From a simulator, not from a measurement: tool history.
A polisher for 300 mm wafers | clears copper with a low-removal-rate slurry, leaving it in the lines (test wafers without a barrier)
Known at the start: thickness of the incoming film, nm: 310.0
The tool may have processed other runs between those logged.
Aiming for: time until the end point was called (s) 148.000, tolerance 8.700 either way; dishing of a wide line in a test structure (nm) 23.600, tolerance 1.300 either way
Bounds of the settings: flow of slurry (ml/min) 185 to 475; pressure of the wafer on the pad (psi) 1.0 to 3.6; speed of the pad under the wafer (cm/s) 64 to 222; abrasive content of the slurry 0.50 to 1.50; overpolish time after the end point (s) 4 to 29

run    day  flow of slurry (ml/min)  pressure of the wafer on the pad (psi)  speed of the pad under the wafer (cm/s)  abrasive content of the slurry  overpolish time after the end point (s)  time until the end point was called (s)  dishing of a wide line in a test structure (nm)
  1  0.000                      305                                     2.3                                      142                            1.00                                       15                                   81.631                                           45.376
  2  0.100                      305                                     2.3                                      142                            1.00                                       20                                   81.634                                           56.744
  3  0.458                      305                                     2.3                                      114                            1.00                                       20                                   96.589                                           49.838
  4  0.788                      305                                     2.0                                      112                            1.00                                       17                                  111.350                                           39.769
  5  0.958                      305                                     2.0                                      112                            0.80                                       17                                  116.460                                           37.536
  6  1.096                      305                                     2.0                                      112                            0.80                                       19                                  110.830                                           42.349
  7  1.412                      305                                     1.9                                      108                            0.80                                       16                                  123.160                                           33.563
  8  1.750                      305                                     1.8                                      108                            0.80                                       15                                  126.950                                           30.413
  9  2.029                      305                                     1.7                                      108                            0.80                                       14                                  133.290                                           28.146

Which single option among these 4 for the next run brings every result within its allowed miss of target? Just one does.
  A  2.308                      335                                     1.4                                      158                            0.60                                       11                                        ?                                                ?
  B  2.308                      310                                     1.8                                       86                            0.80                                       13                                        ?                                                ?
  C  2.308                      395                                     1.8                                      100                            0.85                                       14                                        ?                                                ?
  D  2.308                      290                                     1.8                                       98                            0.80                                       17                                        ?                                                ?

move  time until the end point was called (s)  dishing of a wide line in a test structure (nm)
   A                                  124.970                                           23.834
   B                                  150.860                                           23.562
   C                                  132.440                                           28.343
   D                                  139.080                                           32.238
A: brings the result that was furthest off to its target, and leaves another outside
B: all results in spec
C: about as far from the targets as the last run
D: its largest miss is bigger than the last run's
The move that meets every target is B.
